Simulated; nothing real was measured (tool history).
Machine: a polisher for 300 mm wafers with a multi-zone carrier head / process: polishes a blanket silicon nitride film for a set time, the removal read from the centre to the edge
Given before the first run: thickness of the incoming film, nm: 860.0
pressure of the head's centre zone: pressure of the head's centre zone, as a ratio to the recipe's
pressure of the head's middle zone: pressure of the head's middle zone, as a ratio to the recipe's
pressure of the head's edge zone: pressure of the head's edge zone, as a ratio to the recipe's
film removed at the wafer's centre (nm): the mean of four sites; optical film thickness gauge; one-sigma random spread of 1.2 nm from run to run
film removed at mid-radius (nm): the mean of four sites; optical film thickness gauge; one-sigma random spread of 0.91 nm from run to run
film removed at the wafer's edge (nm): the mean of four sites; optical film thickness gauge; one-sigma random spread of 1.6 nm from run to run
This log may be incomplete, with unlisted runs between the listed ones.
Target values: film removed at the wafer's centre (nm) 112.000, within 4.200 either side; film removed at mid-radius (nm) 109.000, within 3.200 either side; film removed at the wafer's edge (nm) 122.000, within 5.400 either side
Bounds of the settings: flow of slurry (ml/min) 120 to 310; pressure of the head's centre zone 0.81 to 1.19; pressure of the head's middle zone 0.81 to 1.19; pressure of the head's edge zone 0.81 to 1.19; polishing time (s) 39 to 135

run  hour  flow of slurry (ml/min)  pressure of the head's centre zone  pressure of the head's middle zone  pressure of the head's edge zone  polishing time (s)  film removed at the wafer's centre (nm)  film removed at mid-radius (nm)  film removed at the wafer's edge (nm)
  1   0.0                      200                                1.00                                1.00                              1.00                  87                                  148.360                          152.180                                152.470
  2   2.6                      200                                0.96                                1.00                              1.00                  87                                  143.290                          149.950                                153.190
  3   6.5                      195                                0.95                                0.99                              0.99                  85                                  140.150                          145.630                                144.710
  4  11.5                      195                                0.95                                0.99                              0.99                  96                                  155.910                          163.390                                165.870
  5  14.5                      195                                1.04                                0.99                              0.99                  96                                  167.090                          162.330                                169.290
  6  21.2                      190                                1.02                                0.97                              0.99                  94                                  164.240                          156.210                                165.330
  7  26.2                      185                                1.00                                0.96                              0.99                  91                                  154.590                          151.490                                158.870
  8  27.6                      180                                0.99                                0.95                              0.99                  88                                  149.760                          145.650                                149.670
  9  28.7                      185                                0.98                                0.94                              1.01                  85                                  140.380                          138.140                                146.810
 10  29.8                      185                                0.98                                0.94                              1.01                  85                                  140.660                          136.940                                150.190
 11  34.2                      180                                0.97                                0.93                              1.00                  84                                  137.370                          134.210                                147.440
 12  36.0                      180                                0.96                                0.92                              0.99                  83                                  135.090                          132.180                                146.400
 13  38.5                      155                                0.92                                0.86                              0.89                  68                                  103.430                           99.781                                112.770
 14  39.7                      155                                0.92                                0.86                              0.89                  68                                  103.330                           99.221                                111.170

5 candidate next runs follow, results not yet known. Just one meets every target within its allowed miss. Identify it.
  A  40.9                      245                                1.00                                0.94                              0.83                  63                                        ?                                ?                                      ?
  B  40.9                      160                                0.91                                0.85                              0.87                  75                                        ?                                ?                                      ?
  C  40.9                      140                                0.88                                0.93                              0.86                  73                                        ?                                ?                                      ?
  D  40.9                      130                                0.83                                0.93                              0.87                  72                                        ?                                ?                                      ?
  E  40.9                      120                                1.02                                0.85                              0.81                  65                                        ?                                ?                                      ?

move  film removed at the wafer's centre (nm)  film removed at mid-radius (nm)  film removed at the wafer's edge (nm)
   A                                  111.640                          107.410                                104.320
   B                                  113.020                          110.890                                120.990
   C                                  103.630                          113.590                                115.170
   D                                   94.816                          110.480                                112.920
   E                                  103.380                           90.991                                 98.357
A: puts the biggest miss on target and leaves a different result outside tolerance
B: in spec on every target
C: takes the biggest miss from the last run beyond its target
D: puts the biggest miss on target and leaves a different result outside tolerance
E: the biggest miss grows against the last run
B is the move that brings every result within its allowed miss.
